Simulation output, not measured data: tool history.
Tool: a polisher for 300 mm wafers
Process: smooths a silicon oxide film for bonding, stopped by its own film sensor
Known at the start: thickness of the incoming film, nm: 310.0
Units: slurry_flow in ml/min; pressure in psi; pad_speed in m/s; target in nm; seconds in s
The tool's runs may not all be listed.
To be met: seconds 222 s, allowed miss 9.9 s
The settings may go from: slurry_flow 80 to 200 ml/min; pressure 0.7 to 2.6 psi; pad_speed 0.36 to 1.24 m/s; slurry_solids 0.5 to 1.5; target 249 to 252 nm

run	hour	slurry_flow	pressure	pad_speed	slurry_solids	target	seconds
1	0	130	1.6	0.8	1	252	131.08
2	6	130	1.4	0.8	1	252	142.46
3	13.8	130	1.2	0.78	1	252	156.86
4	18.3	130	1.2	0.78	1	249	168.23
5	20.8	130	1.2	0.92	1	249	148.47
6	24.2	125	1	0.86	1	249	177.24
7	28.5	120	0.9	0.86	1	249	181.22
8	30.7	120	0.8	0.82	1	249	193.35
9	33.7	120	0.8	0.78	1	249	208.46

4 next moves are on the table. One of them brings every result within its allowed miss. Which?
A	36.7	115	1	0.68	1.05	251	?
B	36.7	95	0.7	0.8	1.05	249	?
C	36.7	115	0.8	0.8	1.05	251	?
D	36.7	135	1.2	0.66	1	249	?

move	seconds
A	195.25
B	217.78
C	191.75
D	188.58
A: further off than the last run
B: meets every target
C: further off than the last run
D: further off than the last run
Answer: B
